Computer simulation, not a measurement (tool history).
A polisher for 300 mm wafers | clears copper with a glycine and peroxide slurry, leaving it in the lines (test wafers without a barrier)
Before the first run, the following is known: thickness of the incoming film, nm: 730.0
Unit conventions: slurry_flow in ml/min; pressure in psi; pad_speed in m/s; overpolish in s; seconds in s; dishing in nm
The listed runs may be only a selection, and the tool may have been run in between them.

run	hour	slurry_flow	pressure	pad_speed	overpolish	seconds	dishing
1	0.0	290	2.7	1.06	10	147.57	36.053
2	7.6	290	2.7	1.06	14	150.54	49.334
3	12.1	290	2.2	1.06	14	176.30	41.381
4	15.1	290	2.8	1.06	14	144.89	49.154
5	23.0	290	2.8	0.90	14	161.66	44.590
6	27.1	290	2.8	0.90	11	159.06	36.128
7	36.1	290	2.9	0.90	11	155.96	36.523
8	42.5	290	3.0	0.90	11	152.57	37.738

Run 9 comes next. What will it give?
9	49.0	295	3.7	0.94	11	?	?

Run 9 gave seconds 124.57 s, dishing 45.772 nm.

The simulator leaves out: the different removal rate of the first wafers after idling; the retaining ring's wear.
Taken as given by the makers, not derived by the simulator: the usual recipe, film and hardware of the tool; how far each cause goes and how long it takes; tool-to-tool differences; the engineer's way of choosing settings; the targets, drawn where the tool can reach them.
